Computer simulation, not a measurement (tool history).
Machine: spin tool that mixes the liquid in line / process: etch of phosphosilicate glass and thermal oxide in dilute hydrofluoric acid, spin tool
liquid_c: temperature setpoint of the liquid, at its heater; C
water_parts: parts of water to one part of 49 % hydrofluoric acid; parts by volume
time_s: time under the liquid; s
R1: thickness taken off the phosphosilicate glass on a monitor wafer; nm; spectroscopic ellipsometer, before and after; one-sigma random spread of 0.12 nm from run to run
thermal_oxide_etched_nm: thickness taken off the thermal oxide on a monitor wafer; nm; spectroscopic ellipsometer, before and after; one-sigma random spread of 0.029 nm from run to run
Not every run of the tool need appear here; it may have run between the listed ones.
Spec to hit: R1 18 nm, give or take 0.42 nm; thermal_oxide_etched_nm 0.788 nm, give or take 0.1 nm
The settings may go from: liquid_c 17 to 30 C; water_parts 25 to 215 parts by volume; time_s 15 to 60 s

Run 1, hour 0: liquid_c 22 C, water_parts 120 parts by volume, time_s 30 s. Result: R1 23.405 nm, thermal_oxide_etched_nm 1.0491 nm.
Run 2, hour 1.1: liquid_c 22 C, water_parts 85 parts by volume, time_s 30 s. Result: R1 34.328 nm, thermal_oxide_etched_nm 1.6032 nm.
Run 3, hour 2.6: liquid_c 22 C, water_parts 40 parts by volume, time_s 30 s. Result: R1 77.579 nm, thermal_oxide_etched_nm 3.4744 nm.
Run 4, hour 5.2: liquid_c 22 C, water_parts 25 parts by volume, time_s 30 s. Result: R1 125.26 nm, thermal_oxide_etched_nm 5.3097 nm.
Run 5, hour 7.9: liquid_c 21 C, water_parts 45 parts by volume, time_s 30 s. Result: R1 65.611 nm, thermal_oxide_etched_nm 2.839 nm.
Run 6, hour 16.9: liquid_c 20 C, water_parts 55 parts by volume, time_s 30 s. Result: R1 50.794 nm, thermal_oxide_etched_nm 2.1047 nm.
Run 7, hour 23.9: liquid_c 19.5 C, water_parts 65 parts by volume, time_s 30 s. Result: R1 41.794 nm, thermal_oxide_etched_nm 1.9159 nm.
Run 8, hour 25.4: liquid_c 19 C, water_parts 70 parts by volume, time_s 30 s. Result: R1 37.467 nm, thermal_oxide_etched_nm 1.6931 nm.
Run 9, hour 26.5: liquid_c 18.5 C, water_parts 75 parts by volume, time_s 30 s. Result: R1 34.276 nm, thermal_oxide_etched_nm 1.4412 nm.
Run 10, hour 34.8: liquid_c 18.5 C, water_parts 125 parts by volume, time_s 30 s. Result: R1 19.631 nm, thermal_oxide_etched_nm 0.83466 nm.
Run 11, hour 36.4: liquid_c 18 C, water_parts 125 parts by volume, time_s 30 s. Result: R1 18.775 nm, thermal_oxide_etched_nm 0.84828 nm.

Which of these 4 next moves meets every target?
Run A, hour 38: liquid_c 20.5 C, water_parts 100 parts by volume, time_s 20 s. Result: R1 ?, thermal_oxide_etched_nm ?.
Run B, hour 38: liquid_c 19 C, water_parts 140 parts by volume, time_s 35 s. Result: R1 ?, thermal_oxide_etched_nm ?.
Run C, hour 38: liquid_c 23 C, water_parts 185 parts by volume, time_s 40 s. Result: R1 ?, thermal_oxide_etched_nm ?.
Run D, hour 38: liquid_c 18 C, water_parts 135 parts by volume, time_s 35 s. Result: R1 ?, thermal_oxide_etched_nm ?.

move      R1  thermal_oxide_etched_nm
   A  18.132                  0.77444
   B  20.424                  0.87233
   C  19.701                  0.84145
   D   20.44                  0.87301
A: all results in spec
B: its largest miss is bigger than the last run's
C: its largest miss is bigger than the last run's
D: its largest miss is bigger than the last run's
Answer: A

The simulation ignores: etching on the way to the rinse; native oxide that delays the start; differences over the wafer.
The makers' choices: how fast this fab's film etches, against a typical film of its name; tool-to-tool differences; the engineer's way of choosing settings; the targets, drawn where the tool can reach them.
